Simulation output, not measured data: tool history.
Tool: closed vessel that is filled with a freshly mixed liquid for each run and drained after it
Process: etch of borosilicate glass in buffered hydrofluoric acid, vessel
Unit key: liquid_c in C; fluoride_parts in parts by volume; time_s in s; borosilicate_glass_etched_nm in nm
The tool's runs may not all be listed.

run,day,liquid_c,fluoride_parts,time_s,borosilicate_glass_etched_nm
1,0.000,22.0,11.5,30,27.863
2,0.058,19.5,11.5,30,24.154
3,0.304,21.5,11.0,30,28.268
4,0.662,21.5,9.0,30,34.052
5,0.875,21.5,7.5,30,39.524
6,1.233,19.5,7.5,30,36.155
# day 1.400: hydrofluoric acid flow meter replaced
7,1.400,21.0,7.5,30,45.094
8,1.671,21.5,7.5,30,46.147
9,2.054,21.5,7.5,30,45.763
10,2.233,22.0,7.5,30,47.992
11,2.412,22.5,7.5,30,48.825
12,2.508,23.0,7.5,30,50.407

The next listed run, before its measurement:
13,2.546,23.5,7.5,30,?

borosilicate_glass_etched_nm: 50.983 nm
